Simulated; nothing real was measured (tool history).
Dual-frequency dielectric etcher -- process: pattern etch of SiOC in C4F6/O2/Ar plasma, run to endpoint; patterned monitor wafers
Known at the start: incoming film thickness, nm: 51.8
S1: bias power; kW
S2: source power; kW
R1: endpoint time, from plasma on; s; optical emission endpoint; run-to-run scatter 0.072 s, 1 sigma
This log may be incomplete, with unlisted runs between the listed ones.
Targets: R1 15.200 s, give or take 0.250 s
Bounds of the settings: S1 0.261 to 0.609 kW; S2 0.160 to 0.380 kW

{"run": 1, "day": 0.0, "S1": 0.435, "S2": 0.27, "R1": 18.511}
{"run": 2, "day": 0.038, "S1": 0.475, "S2": 0.28, "R1": 17.601}
{"run": 3, "day": 0.146, "S1": 0.506, "S2": 0.29, "R1": 16.623}
{"run": 4, "day": 0.383, "S1": 0.506, "S2": 0.24, "R1": 18.409}
{"run": 5, "day": 0.692, "S1": 0.506, "S2": 0.2, "R1": 20.816}
{"run": 6, "day": 0.854, "S1": 0.506, "S2": 0.23, "R1": 18.971}
{"run": 7, "day": 0.954, "S1": 0.506, "S2": 0.23, "R1": 18.904}
{"run": 8, "day": 1.133, "S1": 0.531, "S2": 0.24, "R1": 18.166}
{"run": 9, "day": 1.429, "S1": 0.55, "S2": 0.25, "R1": 17.469}
{"run": 10, "day": 1.454, "S1": 0.564, "S2": 0.26, "R1": 16.962}
{"run": 11, "day": 1.667, "S1": 0.575, "S2": 0.27, "R1": 16.522}
{"run": 12, "day": 1.754, "S1": 0.583, "S2": 0.28, "R1": 16.03}

Which one of the following 4 next-run settings gets every result inside its allowed miss? There is exactly one.
{"run": "A", "day": 1.842, "S1": 0.609, "S2": 0.3, "R1": "?"}
{"run": "B", "day": 1.842, "S1": 0.599, "S2": 0.26, "R1": "?"}
{"run": "C", "day": 1.842, "S1": 0.593, "S2": 0.27, "R1": "?"}
{"run": "D", "day": 1.842, "S1": 0.539, "S2": 0.27, "R1": "?"}

move=A R1=15.216
move=B R1=16.494
move=C R1=16.245
move=D R1=16.952
A: each result inside its tolerance
B: further off than the last run
C: further off than the last run
D: further off than the last run
A meets every target.

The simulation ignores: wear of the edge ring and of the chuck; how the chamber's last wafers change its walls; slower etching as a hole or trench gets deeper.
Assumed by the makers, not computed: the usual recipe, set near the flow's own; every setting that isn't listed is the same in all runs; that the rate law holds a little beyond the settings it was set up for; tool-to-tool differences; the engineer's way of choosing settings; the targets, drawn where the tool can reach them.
